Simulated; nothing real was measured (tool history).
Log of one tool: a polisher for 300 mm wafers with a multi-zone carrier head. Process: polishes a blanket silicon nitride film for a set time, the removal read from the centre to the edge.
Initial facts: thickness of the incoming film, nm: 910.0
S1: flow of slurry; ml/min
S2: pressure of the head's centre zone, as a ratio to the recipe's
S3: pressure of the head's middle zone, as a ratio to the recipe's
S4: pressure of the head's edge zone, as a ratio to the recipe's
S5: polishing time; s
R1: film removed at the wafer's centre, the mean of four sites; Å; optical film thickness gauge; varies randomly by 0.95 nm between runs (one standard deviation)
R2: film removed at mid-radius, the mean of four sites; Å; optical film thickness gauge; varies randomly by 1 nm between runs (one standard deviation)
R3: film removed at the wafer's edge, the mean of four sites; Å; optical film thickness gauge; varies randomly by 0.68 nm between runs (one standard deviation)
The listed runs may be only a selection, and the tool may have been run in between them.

run	hour	S1	S2	S3	S4	S5	R1	R2	R3
1	0.0	160	1.00	1.00	1.00	59	1053.60	1036.50	1059.70
2	2.8	160	1.00	0.95	1.00	59	1036.80	1018.10	1061.80
3	9.8	160	1.03	0.95	1.00	59	1083.50	1009.00	1064.20
4	18.7	155	1.01	0.95	0.97	56	1004.30	960.00	987.19
5	27.7	185	1.01	0.95	0.97	56	1033.70	982.15	1003.90
6	33.4	185	0.98	0.95	0.97	56	1019.90	963.28	1013.30
7	39.8	175	0.96	0.96	0.94	53	920.28	925.26	929.53
8	43.5	170	0.95	0.94	0.92	52	897.43	893.49	910.11
9	51.9	165	0.94	0.93	0.90	50	856.92	837.09	870.70
10	58.5	160	0.93	0.94	0.88	49	830.54	834.64	834.56
11	63.3	155	0.92	0.94	0.87	49	775.88	833.28	837.19
12	65.0	155	0.93	0.94	0.86	48	794.03	796.28	815.51

Forecast run 13:
13	71.4	155	0.93	0.95	0.85	48	?	?	?

{"run 13": {"R1": 767.22, "R2": 811.84, "R3": 801.14}}
